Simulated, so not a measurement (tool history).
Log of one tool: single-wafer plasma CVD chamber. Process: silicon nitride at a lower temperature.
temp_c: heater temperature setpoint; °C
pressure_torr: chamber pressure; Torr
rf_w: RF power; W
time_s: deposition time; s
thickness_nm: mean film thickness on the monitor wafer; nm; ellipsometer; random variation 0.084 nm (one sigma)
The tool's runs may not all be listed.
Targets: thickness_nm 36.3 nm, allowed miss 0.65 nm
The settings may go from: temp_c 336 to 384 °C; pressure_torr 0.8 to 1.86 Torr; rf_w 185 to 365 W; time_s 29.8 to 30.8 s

| run | hour | temp_c | pressure_torr | rf_w | time_s | thickness_nm |
|---|---|---|---|---|---|---|
| 1 | 0 | 360 | 1.33 | 275 | 29.8 | 32.249 |
| 2 | 0.9 | 360 | 1.33 | 250 | 29.8 | 30.13 |
| 3 | 4.6 | 360 | 1.38 | 255 | 29.8 | 30.897 |
| 4 | 7.9 | 360 | 1.38 | 220 | 29.8 | 27.798 |
| 5 | 12.5 | 360 | 1.38 | 220 | 30.8 | 28.647 |
|  | 18.6 | thermocouple changed; heater temperature recalibrated |
| 6 | 18.6 | 360 | 1.51 | 220 | 30.8 | 29.308 |
| 7 | 24.5 | 359 | 1.78 | 265 | 30.8 | 34.87 |
| 8 | 27.4 | 359 | 1.79 | 265 | 30.8 | 35.058 |

5 next moves are on the table. One of them brings every result within its allowed miss. Which?
| A | 30.3 | 355 | 1.86 | 260 | 30.7 | ? |
| B | 30.3 | 347 | 1.82 | 275 | 29.8 | ? |
| C | 30.3 | 349 | 1.67 | 270 | 30.3 | ? |
| D | 30.3 | 356 | 1.86 | 275 | 30.8 | ? |
| E | 30.3 | 355 | 1.86 | 255 | 30.8 | ? |

| move | thickness_nm |
|---|---|
| A | 34.913 |
| B | 35.177 |
| C | 34.538 |
| D | 36.411 |
| E | 34.553 |
A: further off than the last run
B: nearer than the last run, and not there yet
C: further off than the last run
D: meets every target
E: further off than the last run
Answer: D
